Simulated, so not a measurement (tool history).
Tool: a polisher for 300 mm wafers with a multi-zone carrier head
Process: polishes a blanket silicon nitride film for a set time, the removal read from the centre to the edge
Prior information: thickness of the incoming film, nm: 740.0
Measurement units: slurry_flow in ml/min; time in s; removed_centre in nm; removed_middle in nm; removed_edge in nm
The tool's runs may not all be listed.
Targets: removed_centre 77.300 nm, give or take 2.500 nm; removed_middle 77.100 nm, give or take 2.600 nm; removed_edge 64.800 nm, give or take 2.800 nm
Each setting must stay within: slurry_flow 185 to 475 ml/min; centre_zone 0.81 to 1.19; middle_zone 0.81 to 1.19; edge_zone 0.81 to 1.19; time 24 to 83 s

run 1 hour=0.0 | slurry_flow=305 centre_zone=1.00 middle_zone=1.00 edge_zone=1.00 time=53 | removed_centre=99.181 removed_middle=100.340 removed_edge=97.371
run 2 hour=1.8 | slurry_flow=310 centre_zone=1.01 middle_zone=1.01 edge_zone=0.98 time=50 | removed_centre=93.772 removed_middle=96.547 removed_edge=89.802
run 3 hour=10.2 | slurry_flow=310 centre_zone=1.01 middle_zone=0.95 edge_zone=0.98 time=50 | removed_centre=93.794 removed_middle=90.682 removed_edge=93.592
run 4 hour=11.6 | slurry_flow=310 centre_zone=1.01 middle_zone=0.95 edge_zone=0.98 time=58 | removed_centre=110.880 removed_middle=106.770 removed_edge=106.540
run 5 hour=12.4 | slurry_flow=310 centre_zone=1.02 middle_zone=0.96 edge_zone=0.96 time=55 | removed_centre=105.120 removed_middle=102.030 removed_edge=98.354
run 6 hour=14.2 | slurry_flow=370 centre_zone=1.02 middle_zone=0.96 edge_zone=0.96 time=55 | removed_centre=108.990 removed_middle=102.910 removed_edge=103.200
run 7 hour=18.7 | slurry_flow=350 centre_zone=1.03 middle_zone=0.96 edge_zone=0.94 time=53 | removed_centre=104.220 removed_middle=99.366 removed_edge=94.982
run 8 hour=21.4 | slurry_flow=335 centre_zone=1.03 middle_zone=0.96 edge_zone=0.92 time=51 | removed_centre=100.390 removed_middle=94.540 removed_edge=89.957
run 9 hour=26.0 | slurry_flow=320 centre_zone=1.02 middle_zone=0.96 edge_zone=0.90 time=49 | removed_centre=93.997 removed_middle=88.837 removed_edge=86.150
run 10 hour=31.7 | slurry_flow=310 centre_zone=1.02 middle_zone=0.97 edge_zone=0.89 time=48 | removed_centre=91.566 removed_middle=88.719 removed_edge=83.504
run 11 hour=34.9 | slurry_flow=300 centre_zone=1.02 middle_zone=0.98 edge_zone=0.88 time=47 | removed_centre=89.936 removed_middle=87.705 removed_edge=81.135
run 12 hour=38.4 | slurry_flow=290 centre_zone=1.05 middle_zone=1.05 edge_zone=0.81 time=36 | removed_centre=69.456 removed_middle=71.696 removed_edge=60.016
run 13 hour=43.3 | slurry_flow=295 centre_zone=1.06 middle_zone=1.05 edge_zone=0.82 time=36 | removed_centre=70.052 removed_middle=70.451 removed_edge=59.569
run 14 hour=44.8 | slurry_flow=300 centre_zone=1.06 middle_zone=1.05 edge_zone=0.83 time=37 | removed_centre=73.218 removed_middle=74.152 removed_edge=62.645
run 15 hour=49.8 | slurry_flow=305 centre_zone=1.06 middle_zone=1.05 edge_zone=0.83 time=37 | removed_centre=72.742 removed_middle=72.587 removed_edge=62.727
run 16 hour=53.6 | slurry_flow=310 centre_zone=1.07 middle_zone=1.06 edge_zone=0.83 time=37 | removed_centre=74.106 removed_middle=72.463 removed_edge=63.519
run 17 hour=61.6 | slurry_flow=310 centre_zone=1.07 middle_zone=1.07 edge_zone=0.83 time=37 | removed_centre=73.686 removed_middle=74.780 removed_edge=62.698
run 18 hour=67.2 | slurry_flow=315 centre_zone=1.07 middle_zone=1.07 edge_zone=0.83 time=37 | removed_centre=73.969 removed_middle=73.803 removed_edge=63.133
run 19 hour=74.0 | slurry_flow=320 centre_zone=1.07 middle_zone=1.08 edge_zone=0.83 time=37 | removed_centre=73.002 removed_middle=74.417 removed_edge=63.503

Of the 4 settings listed for the next run, only one would bring every result within its allowed miss of target. Which one?
run A hour=80.8 | slurry_flow=280 centre_zone=1.11 middle_zone=1.10 edge_zone=0.86 time=38 | removed_centre=? removed_middle=? removed_edge=?
run B hour=80.8 | slurry_flow=325 centre_zone=1.01 middle_zone=1.10 edge_zone=0.86 time=37 | removed_centre=? removed_middle=? removed_edge=?
run C hour=80.8 | slurry_flow=360 centre_zone=0.99 middle_zone=1.08 edge_zone=0.84 time=37 | removed_centre=? removed_middle=? removed_edge=?
run D hour=80.8 | slurry_flow=260 centre_zone=1.04 middle_zone=1.14 edge_zone=0.91 time=37 | removed_centre=? removed_middle=? removed_edge=?

move=A removed_centre=77.454 removed_middle=77.526 removed_edge=64.814
move=B removed_centre=69.797 removed_middle=76.739 removed_edge=63.885
move=C removed_centre=69.112 removed_middle=76.271 removed_edge=63.697
move=D removed_centre=69.940 removed_middle=77.160 removed_edge=64.275
A: in spec on every target
B: its largest miss is bigger than the last run's
C: its largest miss is bigger than the last run's
D: its largest miss is bigger than the last run's
The move that meets every target is A.

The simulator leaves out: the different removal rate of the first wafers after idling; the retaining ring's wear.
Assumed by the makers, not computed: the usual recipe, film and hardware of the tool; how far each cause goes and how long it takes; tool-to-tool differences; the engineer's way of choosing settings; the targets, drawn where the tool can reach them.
